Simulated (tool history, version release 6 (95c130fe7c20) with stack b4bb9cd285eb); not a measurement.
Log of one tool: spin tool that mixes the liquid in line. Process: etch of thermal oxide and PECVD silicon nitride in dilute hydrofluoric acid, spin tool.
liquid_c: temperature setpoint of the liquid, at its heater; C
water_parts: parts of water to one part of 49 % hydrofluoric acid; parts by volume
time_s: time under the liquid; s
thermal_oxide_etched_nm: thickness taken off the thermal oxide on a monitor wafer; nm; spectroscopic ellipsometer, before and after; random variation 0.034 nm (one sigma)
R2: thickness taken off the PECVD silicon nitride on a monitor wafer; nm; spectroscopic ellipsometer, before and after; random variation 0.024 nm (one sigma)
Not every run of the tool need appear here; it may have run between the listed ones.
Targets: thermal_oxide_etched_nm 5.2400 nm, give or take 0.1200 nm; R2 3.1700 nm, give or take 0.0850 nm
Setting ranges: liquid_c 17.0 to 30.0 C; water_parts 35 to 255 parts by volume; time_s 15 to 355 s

run 1 hour=0.0 | liquid_c=22.0 water_parts=145 time_s=180 | thermal_oxide_etched_nm=5.7282 R2=4.1043
run 2 hour=5.8 | liquid_c=20.5 water_parts=140 time_s=175 | thermal_oxide_etched_nm=5.4517 R2=3.7565
run 3 hour=13.7 | liquid_c=20.5 water_parts=140 time_s=220 | thermal_oxide_etched_nm=6.8382 R2=4.8147
run 4 hour=18.4 | liquid_c=20.5 water_parts=165 time_s=220 | thermal_oxide_etched_nm=5.7337 R2=4.0606
run 5 hour=19.3 | liquid_c=19.5 water_parts=160 time_s=215 | thermal_oxide_etched_nm=5.4922 R2=3.8074
run 6 hour=24.2 | liquid_c=18.5 water_parts=155 time_s=210 | thermal_oxide_etched_nm=5.3407 R2=3.5198
run 7 hour=26.4 | liquid_c=17.0 water_parts=145 time_s=200 | thermal_oxide_etched_nm=5.2357 R2=3.2715
run 8 hour=29.1 | liquid_c=17.0 water_parts=145 time_s=195 | thermal_oxide_etched_nm=5.1055 R2=3.2010

Which one of the following 4 next-run settings gets every result inside its allowed miss? There is exactly one.
run A hour=31.8 | liquid_c=17.0 water_parts=135 time_s=175 | thermal_oxide_etched_nm=? R2=?
run B hour=31.8 | liquid_c=17.5 water_parts=140 time_s=180 | thermal_oxide_etched_nm=? R2=?
run C hour=31.8 | liquid_c=17.0 water_parts=115 time_s=155 | thermal_oxide_etched_nm=? R2=?
run D hour=31.8 | liquid_c=17.0 water_parts=130 time_s=165 | thermal_oxide_etched_nm=? R2=?

move=A thermal_oxide_etched_nm=4.9502 R2=3.0670
move=B thermal_oxide_etched_nm=4.9871 R2=3.1522
move=C thermal_oxide_etched_nm=5.2512 R2=3.1716
move=D thermal_oxide_etched_nm=4.8709 R2=2.9990
A: misses by more than the last run did
B: misses by more than the last run did
C: in spec on every target
D: misses by more than the last run did
So the answer is move C, the one that meets all the targets.

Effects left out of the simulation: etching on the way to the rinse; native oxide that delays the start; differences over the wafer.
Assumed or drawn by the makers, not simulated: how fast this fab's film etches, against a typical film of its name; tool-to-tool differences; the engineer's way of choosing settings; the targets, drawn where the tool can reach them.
